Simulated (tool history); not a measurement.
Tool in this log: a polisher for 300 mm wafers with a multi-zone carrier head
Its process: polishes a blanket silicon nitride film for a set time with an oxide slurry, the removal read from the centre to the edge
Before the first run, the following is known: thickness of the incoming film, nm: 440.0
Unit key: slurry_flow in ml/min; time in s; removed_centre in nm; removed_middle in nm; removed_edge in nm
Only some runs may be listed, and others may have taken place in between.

run  hour  slurry_flow  centre_zone  middle_zone  edge_zone  slurry_solids  time  removed_centre  removed_middle  removed_edge
  1   0.0          160         1.00         1.00       1.00           1.00    42          22.148          21.985        22.194
  2   7.6          160         1.00         1.00       1.00           1.00    37          19.382          19.744        19.589
  3  15.4          160         1.00         1.00       1.00           1.00    43          23.075          22.600        23.445
  4  17.8          165         1.02         1.01       1.02           1.05    43          24.023          23.663        23.511
     26.6  -- slurry nozzle cleaned
  5  26.6          165         1.03         1.00       1.03           1.10    44          27.025          25.733        26.002
  6  31.4          170         1.04         1.00       1.05           1.10    44          26.711          25.832        26.325
  7  37.4          175         1.06         1.00       1.06           1.10    44          28.614          26.201        26.488
  8  40.1          175         1.06         1.00       1.07           1.15    44          28.872          26.752        27.195
  9  47.6          220         1.16         1.03       1.17           1.40    44          34.941          30.870        30.717

Forecast run 10:
 10  53.3          215         1.15         1.01       1.18           1.45    45               ?               ?             ?

{"run 10": {"removed_centre": 36.213, "removed_middle": 30.75, "removed_edge": 32.432}}

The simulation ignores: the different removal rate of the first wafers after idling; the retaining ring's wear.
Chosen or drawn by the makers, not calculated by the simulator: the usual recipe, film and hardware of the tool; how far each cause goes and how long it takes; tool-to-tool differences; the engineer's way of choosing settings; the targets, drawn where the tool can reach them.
